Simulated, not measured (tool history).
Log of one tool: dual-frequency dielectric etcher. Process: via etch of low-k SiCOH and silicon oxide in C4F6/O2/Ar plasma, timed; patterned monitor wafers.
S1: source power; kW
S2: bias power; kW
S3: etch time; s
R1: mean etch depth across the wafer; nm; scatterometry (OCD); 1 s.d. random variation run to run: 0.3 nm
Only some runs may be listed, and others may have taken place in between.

run    day    S1     S2    S3      R1
  1      0  0.29  0.175  30.5  60.513
  2  0.288  0.29   0.15  30.5  57.394
  3  0.367  0.27  0.147  30.5  55.337
  4  0.396  0.26  0.145  30.5  53.781
  5  0.467  0.25  0.144  30.5  53.482
  6  0.688  0.25  0.144  27.5  48.558
  7  1.058  0.26  0.145  27.5   49.08

The next listed run, before its measurement:
  8  1.221  0.27  0.146  27.5   ?

{"run 8": {"R1": 49.702}}

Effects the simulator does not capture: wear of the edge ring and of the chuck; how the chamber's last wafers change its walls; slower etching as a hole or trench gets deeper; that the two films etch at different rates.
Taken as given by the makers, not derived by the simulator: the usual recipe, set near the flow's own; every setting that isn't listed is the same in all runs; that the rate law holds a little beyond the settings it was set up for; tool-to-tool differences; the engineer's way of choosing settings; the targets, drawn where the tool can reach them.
